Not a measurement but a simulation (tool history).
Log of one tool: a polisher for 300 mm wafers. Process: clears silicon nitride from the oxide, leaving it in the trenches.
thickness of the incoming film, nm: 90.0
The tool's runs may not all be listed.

run,hour,flow of slurry (ml/min),pressure of the wafer on the pad (kPa),speed of the pad under the wafer (cm/s),overpolish time after the end point (s),time until the end point was called (s)
1,0.0,150,15.2,112,14,112.080
2,0.5,150,13.1,112,14,123.160
3,7.7,150,13.1,112,14,125.300
4,15.3,150,9.7,112,14,170.650
5,23.2,150,12.4,112,14,129.830
6,25.2,165,12.4,112,14,128.600
7,31.5,165,16.5,122,14,90.459
8,35.9,165,17.9,124,14,82.698

Run 9 comes next. What will it give?
9,40.0,165,19.3,124,14,?

time until the end point was called (s): 77.537
